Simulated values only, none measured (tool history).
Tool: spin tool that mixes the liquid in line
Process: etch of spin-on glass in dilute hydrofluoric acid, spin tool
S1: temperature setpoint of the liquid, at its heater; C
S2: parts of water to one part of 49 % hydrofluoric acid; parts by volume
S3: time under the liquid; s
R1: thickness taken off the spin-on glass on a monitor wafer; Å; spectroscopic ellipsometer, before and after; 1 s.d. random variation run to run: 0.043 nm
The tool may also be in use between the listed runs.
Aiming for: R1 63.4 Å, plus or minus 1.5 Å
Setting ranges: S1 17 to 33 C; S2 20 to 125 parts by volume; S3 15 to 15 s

| run | hour | S1 | S2 | S3 | R1 |
|---|---|---|---|---|---|
| 1 | 0 | 25 | 70 | 15 | 84.058 |
| 2 | 1.8 | 21.5 | 70 | 15 | 72.678 |
| 3 | 3.5 | 21.5 | 90 | 15 | 54.141 |
| 4 | 10.2 | 22.5 | 90 | 15 | 57.037 |
| 5 | 14.5 | 20 | 90 | 15 | 51.305 |
| 6 | 18 | 21 | 90 | 15 | 53.852 |
| 7 | 25.7 | 22 | 90 | 15 | 55.163 |
| 8 | 28.5 | 23 | 90 | 15 | 58.456 |

Of the 4 settings listed for the next run, only one would bring every result within its allowed miss of target. Which one?
| A | 31.3 | 23.5 | 80 | 15 | ? |
| B | 31.3 | 25 | 85 | 15 | ? |
| C | 31.3 | 26.5 | 95 | 15 | ? |
| D | 31.3 | 25.5 | 95 | 15 | ? |

| move | R1 |
|---|---|
| A | 68.219 |
| B | 67.75 |
| C | 63.468 |
| D | 61.037 |
A: pushes the last run's worst result past its target
B: pushes the last run's worst result past its target
C: meets every target
D: better than the last run, though not everything is in spec
Go with C: it meets all targets.

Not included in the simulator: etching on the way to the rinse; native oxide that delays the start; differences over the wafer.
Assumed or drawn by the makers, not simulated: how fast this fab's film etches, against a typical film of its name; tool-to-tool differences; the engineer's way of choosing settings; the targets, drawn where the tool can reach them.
